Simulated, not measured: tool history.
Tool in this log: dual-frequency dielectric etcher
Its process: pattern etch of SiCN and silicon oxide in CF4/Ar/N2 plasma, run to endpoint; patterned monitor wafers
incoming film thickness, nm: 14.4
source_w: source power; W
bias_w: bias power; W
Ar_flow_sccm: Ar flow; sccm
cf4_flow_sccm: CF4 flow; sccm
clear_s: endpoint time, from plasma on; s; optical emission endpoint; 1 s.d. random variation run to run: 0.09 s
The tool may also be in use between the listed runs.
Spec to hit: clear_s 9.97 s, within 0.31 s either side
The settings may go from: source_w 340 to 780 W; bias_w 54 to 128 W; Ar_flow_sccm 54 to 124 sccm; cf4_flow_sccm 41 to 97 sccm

run 1 hour=0 | source_w=560 bias_w=91 Ar_flow_sccm=89 cf4_flow_sccm=69 | clear_s=12.13
run 2 hour=1.6 | source_w=590 bias_w=92 Ar_flow_sccm=89 cf4_flow_sccm=69 | clear_s=11.797
run 3 hour=2.5 | source_w=500 bias_w=92 Ar_flow_sccm=89 cf4_flow_sccm=69 | clear_s=13.772
run 4 hour=7.2 | source_w=410 bias_w=92 Ar_flow_sccm=89 cf4_flow_sccm=69 | clear_s=16.098
run 5 hour=14.9 | source_w=410 bias_w=92 Ar_flow_sccm=96 cf4_flow_sccm=69 | clear_s=16.16
run 6 hour=22.2 | source_w=410 bias_w=105 Ar_flow_sccm=96 cf4_flow_sccm=69 | clear_s=15.736
run 7 hour=30.7 | source_w=470 bias_w=107 Ar_flow_sccm=95 cf4_flow_sccm=70 | clear_s=13.992
run 8 hour=39.4 | source_w=510 bias_w=108 Ar_flow_sccm=94 cf4_flow_sccm=70 | clear_s=12.775
run 9 hour=45.1 | source_w=540 bias_w=109 Ar_flow_sccm=94 cf4_flow_sccm=70 | clear_s=12.234
run 10 hour=51.5 | source_w=570 bias_w=110 Ar_flow_sccm=94 cf4_flow_sccm=70 | clear_s=11.753
run 11 hour=52.6 | source_w=590 bias_w=111 Ar_flow_sccm=94 cf4_flow_sccm=70 | clear_s=11.266
run 12 hour=58.3 | source_w=610 bias_w=112 Ar_flow_sccm=94 cf4_flow_sccm=70 | clear_s=10.972
run 13 hour=66.6 | source_w=620 bias_w=112 Ar_flow_sccm=94 cf4_flow_sccm=70 | clear_s=10.982
run 14 hour=72.8 | source_w=630 bias_w=113 Ar_flow_sccm=94 cf4_flow_sccm=70 | clear_s=10.65
run 15 hour=73.6 | source_w=640 bias_w=113 Ar_flow_sccm=94 cf4_flow_sccm=70 | clear_s=10.405
run 16 hour=74.3 | source_w=650 bias_w=113 Ar_flow_sccm=94 cf4_flow_sccm=70 | clear_s=10.465
run 17 hour=80.3 | source_w=650 bias_w=113 Ar_flow_sccm=94 cf4_flow_sccm=70 | clear_s=10.395

Consider the 5 candidate settings below. Which is the only one whose results all fall within their allowed miss of target?
run A hour=86.3 | source_w=680 bias_w=115 Ar_flow_sccm=92 cf4_flow_sccm=68 | clear_s=?
run B hour=86.3 | source_w=640 bias_w=112 Ar_flow_sccm=100 cf4_flow_sccm=64 | clear_s=?
run C hour=86.3 | source_w=620 bias_w=107 Ar_flow_sccm=92 cf4_flow_sccm=65 | clear_s=?
run D hour=86.3 | source_w=640 bias_w=105 Ar_flow_sccm=99 cf4_flow_sccm=76 | clear_s=?
run E hour=86.3 | source_w=660 bias_w=104 Ar_flow_sccm=100 cf4_flow_sccm=73 | clear_s=?

move=A clear_s=9.9552
move=B clear_s=10.752
move=C clear_s=11.018
move=D clear_s=10.651
move=E clear_s=10.468
A: meets every target
B: the biggest miss grows against the last run
C: the biggest miss grows against the last run
D: the biggest miss grows against the last run
E: the biggest miss grows against the last run
A is the move that brings every result within its allowed miss.
